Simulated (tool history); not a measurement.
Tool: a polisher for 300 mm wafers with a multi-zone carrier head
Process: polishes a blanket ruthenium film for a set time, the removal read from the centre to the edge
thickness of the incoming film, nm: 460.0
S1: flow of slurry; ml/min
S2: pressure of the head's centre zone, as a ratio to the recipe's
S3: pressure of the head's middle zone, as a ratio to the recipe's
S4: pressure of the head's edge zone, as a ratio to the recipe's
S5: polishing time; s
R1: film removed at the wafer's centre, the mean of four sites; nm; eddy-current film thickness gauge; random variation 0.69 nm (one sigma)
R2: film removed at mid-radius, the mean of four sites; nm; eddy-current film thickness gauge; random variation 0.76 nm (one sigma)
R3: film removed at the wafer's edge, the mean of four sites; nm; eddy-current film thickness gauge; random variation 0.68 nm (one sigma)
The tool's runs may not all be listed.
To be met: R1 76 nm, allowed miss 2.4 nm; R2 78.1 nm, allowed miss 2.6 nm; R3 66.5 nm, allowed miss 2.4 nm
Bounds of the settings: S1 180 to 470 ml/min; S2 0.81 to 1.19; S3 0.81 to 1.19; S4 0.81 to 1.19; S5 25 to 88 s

run 1 day=0 | S1=300 S2=1 S3=1 S4=1 S5=56 | R1=63.203 R2=63.719 R3=63.14
run 2 day=0.067 | S1=300 S2=1 S3=0.93 S4=1 S5=56 | R1=63.504 R2=59.421 R3=63.023
run 3 day=0.367 | S1=300 S2=1 S3=0.93 S4=0.93 S5=56 | R1=64.09 R2=59.697 R3=62.209
run 4 day=0.683 | S1=300 S2=1 S3=0.89 S4=0.93 S5=56 | R1=63.703 R2=58.03 R3=60.939
run 5 day=0.758 | S1=310 S2=1.02 S3=0.96 S4=0.91 S5=57 | R1=66.035 R2=61.764 R3=61.878
run 6 day=1.029 | S1=315 S2=1.04 S3=1.01 S4=0.91 S5=58 | R1=68.491 R2=66.281 R3=62.679
run 7 day=1.112 | S1=320 S2=1.05 S3=1.04 S4=0.92 S5=59 | R1=70.195 R2=68.748 R3=63.99
run 8 day=1.221 | S1=325 S2=1.06 S3=1.07 S4=0.92 S5=60 | R1=72.864 R2=73.944 R3=65.424

5 next moves are on the table. One of them brings every result within its allowed miss. Which?
run A day=1.329 | S1=350 S2=0.99 S3=1.1 S4=0.95 S5=59 | R1=? R2=? R3=?
run B day=1.329 | S1=290 S2=1.12 S3=1.17 S4=0.99 S5=60 | R1=? R2=? R3=?
run C day=1.329 | S1=290 S2=1.03 S3=1.04 S4=0.94 S5=61 | R1=? R2=? R3=?
run D day=1.329 | S1=330 S2=1.05 S3=1.16 S4=0.96 S5=60 | R1=? R2=? R3=?
run E day=1.329 | S1=325 S2=1.06 S3=1.06 S4=0.93 S5=58 | R1=? R2=? R3=?

move=A R1=67.041 R2=73.163 R3=64.327
move=B R1=76.008 R2=77.27 R3=65.911
move=C R1=70.958 R2=71.057 R3=65.495
move=D R1=72.025 R2=77.515 R3=65.468
move=E R1=70.153 R2=69.276 R3=62.377
A: further off than the last run
B: meets every target
C: further off than the last run
D: brings the result that was furthest off to its target, and leaves another outside
E: further off than the last run
The right move is B.
